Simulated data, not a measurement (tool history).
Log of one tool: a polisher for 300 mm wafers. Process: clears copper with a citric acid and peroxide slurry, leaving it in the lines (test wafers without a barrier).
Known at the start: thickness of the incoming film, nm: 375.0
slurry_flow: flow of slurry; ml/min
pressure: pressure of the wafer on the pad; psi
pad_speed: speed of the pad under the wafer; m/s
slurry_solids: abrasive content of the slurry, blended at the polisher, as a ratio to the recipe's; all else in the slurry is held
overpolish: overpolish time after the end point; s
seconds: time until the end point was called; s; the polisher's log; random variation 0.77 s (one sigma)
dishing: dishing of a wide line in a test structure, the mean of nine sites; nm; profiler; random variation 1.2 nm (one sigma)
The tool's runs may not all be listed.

run	hour	slurry_flow	pressure	pad_speed	slurry_solids	overpolish	seconds	dishing
1	0	165	4.2	1.34	1	25	93.767	49.909
2	6.5	170	4.4	1.34	1	24	90.602	53.62
3	9.5	170	4.4	1.34	1.1	24	87.614	54.198
4	11	170	4.4	1.18	1.1	24	101.61	49.089
5	11.7	170	4.4	1.18	1.2	24	98.141	49.524
6	13.9	130	4.4	1.18	1.2	24	100.62	50.671
7	19.6	130	4.7	1.18	1.2	22	97.005	48.293
8	20.6	135	5	1.18	1.2	21	89.321	48.818
9	26.3	140	5.2	1.18	1.2	21	86.101	51.818
10	27.7	145	5.4	1.18	1.2	20	83.432	53.153

Forecast run 11:
11	36.6	150	6.2	1.2	1.2	14	?	?

Run 11 gave seconds 70.894 s, dishing 44.679 nm.
